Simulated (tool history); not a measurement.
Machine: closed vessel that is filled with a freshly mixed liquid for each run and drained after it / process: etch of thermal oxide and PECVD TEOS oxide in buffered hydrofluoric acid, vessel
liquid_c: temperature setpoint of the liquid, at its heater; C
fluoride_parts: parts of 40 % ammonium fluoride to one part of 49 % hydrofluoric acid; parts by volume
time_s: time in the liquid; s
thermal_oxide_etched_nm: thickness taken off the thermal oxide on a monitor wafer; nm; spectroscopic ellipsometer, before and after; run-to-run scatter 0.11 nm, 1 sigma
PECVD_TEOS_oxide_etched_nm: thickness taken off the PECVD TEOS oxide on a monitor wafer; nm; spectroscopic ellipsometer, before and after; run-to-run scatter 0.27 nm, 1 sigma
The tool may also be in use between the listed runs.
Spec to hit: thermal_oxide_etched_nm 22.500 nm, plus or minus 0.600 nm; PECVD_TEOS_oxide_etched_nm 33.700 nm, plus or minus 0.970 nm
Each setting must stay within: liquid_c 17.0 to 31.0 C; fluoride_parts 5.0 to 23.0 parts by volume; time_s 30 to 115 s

{"run": 1, "hour": 0.0, "liquid_c": 23.0, "fluoride_parts": 14.0, "time_s": 60, "thermal_oxide_etched_nm": 49.083, "PECVD_TEOS_oxide_etched_nm": 74.002}
{"run": 2, "hour": 3.8, "liquid_c": 25.0, "fluoride_parts": 14.0, "time_s": 60, "thermal_oxide_etched_nm": 54.932, "PECVD_TEOS_oxide_etched_nm": 81.362}
{"run": 3, "hour": 7.5, "liquid_c": 23.0, "fluoride_parts": 16.0, "time_s": 60, "thermal_oxide_etched_nm": 42.953, "PECVD_TEOS_oxide_etched_nm": 64.876}
{"run": 4, "hour": 12.2, "liquid_c": 23.0, "fluoride_parts": 18.5, "time_s": 60, "thermal_oxide_etched_nm": 37.208, "PECVD_TEOS_oxide_etched_nm": 55.55}
{"run": 5, "hour": 15.2, "liquid_c": 21.5, "fluoride_parts": 19.5, "time_s": 60, "thermal_oxide_etched_nm": 32.592, "PECVD_TEOS_oxide_etched_nm": 48.217}
{"run": 6, "hour": 16.9, "liquid_c": 20.5, "fluoride_parts": 20.0, "time_s": 60, "thermal_oxide_etched_nm": 29.979, "PECVD_TEOS_oxide_etched_nm": 44.911}
{"run": 7, "hour": 19.0, "liquid_c": 19.5, "fluoride_parts": 20.5, "time_s": 60, "thermal_oxide_etched_nm": 27.899, "PECVD_TEOS_oxide_etched_nm": 41.885}
{"run": 8, "hour": 26.0, "liquid_c": 19.0, "fluoride_parts": 21.0, "time_s": 60, "thermal_oxide_etched_nm": 26.619, "PECVD_TEOS_oxide_etched_nm": 39.886}
{"run": 9, "hour": 28.9, "liquid_c": 18.5, "fluoride_parts": 21.5, "time_s": 60, "thermal_oxide_etched_nm": 25.579, "PECVD_TEOS_oxide_etched_nm": 38.285}
{"run": 10, "hour": 35.5, "liquid_c": 18.0, "fluoride_parts": 22.0, "time_s": 60, "thermal_oxide_etched_nm": 24.656, "PECVD_TEOS_oxide_etched_nm": 36.743}
{"run": 11, "hour": 43.2, "liquid_c": 18.0, "fluoride_parts": 22.0, "time_s": 60, "thermal_oxide_etched_nm": 24.454, "PECVD_TEOS_oxide_etched_nm": 36.299}
{"run": 12, "hour": 46.5, "liquid_c": 17.5, "fluoride_parts": 22.0, "time_s": 60, "thermal_oxide_etched_nm": 23.635, "PECVD_TEOS_oxide_etched_nm": 35.462}

4 next moves are on the table. One of them brings every result within its allowed miss. Which?
{"run": "A", "hour": 49.8, "liquid_c": 18.5, "fluoride_parts": 23.0, "time_s": 55, "thermal_oxide_etched_nm": "?", "PECVD_TEOS_oxide_etched_nm": "?"}
{"run": "B", "hour": 49.8, "liquid_c": 20.0, "fluoride_parts": 23.0, "time_s": 55, "thermal_oxide_etched_nm": "?", "PECVD_TEOS_oxide_etched_nm": "?"}
{"run": "C", "hour": 49.8, "liquid_c": 17.5, "fluoride_parts": 21.5, "time_s": 60, "thermal_oxide_etched_nm": "?", "PECVD_TEOS_oxide_etched_nm": "?"}
{"run": "D", "hour": 49.8, "liquid_c": 20.5, "fluoride_parts": 21.0, "time_s": 50, "thermal_oxide_etched_nm": "?", "PECVD_TEOS_oxide_etched_nm": "?"}

move=A thermal_oxide_etched_nm=22.273 PECVD_TEOS_oxide_etched_nm=33.561
move=B thermal_oxide_etched_nm=24.242 PECVD_TEOS_oxide_etched_nm=36.529
move=C thermal_oxide_etched_nm=24.048 PECVD_TEOS_oxide_etched_nm=36.236
move=D thermal_oxide_etched_nm=24.134 PECVD_TEOS_oxide_etched_nm=36.366
A: every result within its allowed miss
B: misses by more than the last run did
C: misses by more than the last run did
D: misses by more than the last run did
A is the move that brings every result within its allowed miss.

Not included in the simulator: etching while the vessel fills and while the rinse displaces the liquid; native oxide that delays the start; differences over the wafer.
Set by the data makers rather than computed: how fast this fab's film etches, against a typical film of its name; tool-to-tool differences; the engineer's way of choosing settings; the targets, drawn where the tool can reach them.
